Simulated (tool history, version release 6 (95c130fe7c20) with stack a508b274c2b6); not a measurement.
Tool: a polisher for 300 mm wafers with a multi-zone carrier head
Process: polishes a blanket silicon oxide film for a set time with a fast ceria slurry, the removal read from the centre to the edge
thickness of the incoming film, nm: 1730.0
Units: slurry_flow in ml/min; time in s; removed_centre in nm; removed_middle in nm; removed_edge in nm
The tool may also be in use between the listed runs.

run	hour	slurry_flow	centre_zone	middle_zone	edge_zone	time	removed_centre	removed_middle	removed_edge
1	0.0	285	1.00	1.00	1.00	48	488.56	519.34	508.23
2	8.4	285	1.00	1.00	1.00	56	576.27	596.01	607.00
3	17.3	285	0.97	1.04	0.97	55	547.92	608.99	576.22
4	20.8	285	0.97	0.96	0.97	55	560.03	570.22	577.79
5	24.5	285	0.97	0.96	0.97	48	486.72	499.97	510.80
6	28.6	285	1.02	0.96	0.97	48	513.37	492.39	515.94
7	32.5	290	1.00	1.01	0.98	50	525.28	534.07	533.03
8	38.5	280	0.98	1.05	0.99	51	516.88	569.07	548.54
9	46.0	285	0.96	1.09	0.98	51	511.05	584.59	533.97

Run 10 comes next. What will it give?
10	51.0	285	0.95	1.11	0.99	51	?	?	?

Run 10 gave removed_centre 494.63 nm, removed_middle 580.06 nm, removed_edge 535.01 nm.

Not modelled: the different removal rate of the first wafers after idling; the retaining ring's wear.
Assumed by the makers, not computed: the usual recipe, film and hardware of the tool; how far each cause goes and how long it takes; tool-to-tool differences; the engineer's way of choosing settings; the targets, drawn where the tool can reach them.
